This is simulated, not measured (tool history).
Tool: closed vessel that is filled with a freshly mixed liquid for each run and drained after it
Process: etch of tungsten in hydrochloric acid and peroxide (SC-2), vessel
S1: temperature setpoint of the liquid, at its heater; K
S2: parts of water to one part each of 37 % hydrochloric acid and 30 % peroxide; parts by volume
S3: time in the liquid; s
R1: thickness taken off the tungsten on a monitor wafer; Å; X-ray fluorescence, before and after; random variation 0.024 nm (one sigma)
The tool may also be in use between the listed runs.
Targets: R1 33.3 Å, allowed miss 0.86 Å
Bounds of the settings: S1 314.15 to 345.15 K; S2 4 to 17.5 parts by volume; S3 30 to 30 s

run 1 hour=0 | S1=330.15 S2=9.5 S3=30 | R1=85.201
run 2 hour=8.2 | S1=327.65 S2=9.5 S3=30 | R1=72.583
run 3 hour=14.7 | S1=325.65 S2=9.5 S3=30 | R1=64.072
run 4 hour=16.5 | S1=324.15 S2=9.5 S3=30 | R1=58.177
run 5 hour=24.9 | S1=324.15 S2=9.5 S3=30 | R1=57.362
run 6 hour=28.3 | S1=328.15 S2=9.5 S3=30 | R1=74.158
run 7 hour=33 | S1=320.15 S2=9.5 S3=30 | R1=44.364
run 8 hour=41.1 | S1=319.65 S2=9.5 S3=30 | R1=42.632
run 9 hour=44.4 | S1=319.15 S2=9.5 S3=30 | R1=41.231
run 10 hour=45.5 | S1=318.65 S2=9.5 S3=30 | R1=39.558

5 next moves are on the table. One of them brings every result within its allowed miss. Which?
run A hour=46.6 | S1=317.15 S2=10.5 S3=30 | R1=?
run B hour=46.6 | S1=317.65 S2=11.5 S3=30 | R1=?
run C hour=46.6 | S1=317.65 S2=6.5 S3=30 | R1=?
run D hour=46.6 | S1=315.65 S2=10 S3=30 | R1=?
run E hour=46.6 | S1=314.65 S2=9 S3=30 | R1=?

move=A R1=32.891
move=B R1=31.525
move=C R1=50.069
move=D R1=30.867
move=E R1=31.393
A: meets every target
B: takes the result that was furthest off past its target
C: further off than the last run
D: takes the result that was furthest off past its target
E: takes the result that was furthest off past its target
The right move is A.

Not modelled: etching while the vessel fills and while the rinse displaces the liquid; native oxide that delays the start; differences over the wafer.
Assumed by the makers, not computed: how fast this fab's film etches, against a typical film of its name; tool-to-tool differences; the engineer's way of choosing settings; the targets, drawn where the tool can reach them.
